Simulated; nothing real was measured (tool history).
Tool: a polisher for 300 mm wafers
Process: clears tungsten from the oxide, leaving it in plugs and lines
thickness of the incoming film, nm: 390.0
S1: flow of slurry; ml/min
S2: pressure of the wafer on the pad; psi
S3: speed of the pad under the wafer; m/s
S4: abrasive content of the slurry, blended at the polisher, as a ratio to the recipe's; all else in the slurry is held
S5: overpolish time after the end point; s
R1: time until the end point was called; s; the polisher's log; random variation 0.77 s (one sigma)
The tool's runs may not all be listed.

| run | hour | S1 | S2 | S3 | S4 | S5 | R1 |
|---|---|---|---|---|---|---|---|
| 1 | 0 | 160 | 3.3 | 1.1 | 1 | 11 | 101.64 |
| 2 | 8.2 | 160 | 3.3 | 1.1 | 1.2 | 11 | 100.43 |
| 3 | 13.6 | 160 | 3.3 | 1.1 | 1 | 11 | 103.17 |
| 4 | 18.3 | 160 | 3.4 | 1.1 | 1 | 11 | 99.981 |
| 5 | 22.4 | 160 | 3.4 | 1.36 | 1 | 11 | 81.962 |
| 6 | 29.6 | 140 | 3.4 | 1.36 | 1 | 11 | 84.008 |
| 7 | 37.3 | 145 | 3.4 | 1.36 | 1 | 11 | 83.581 |
| 8 | 38.7 | 150 | 3.4 | 1.36 | 1 | 11 | 83.034 |
| 9 | 47.6 | 155 | 3.4 | 1.36 | 1 | 11 | 82.731 |

Run 10 comes next. What will it give?
| 10 | 55.5 | 165 | 3.6 | 1.36 | 1 | 11 | ? |

Run 10 gave R1 76.713 s.
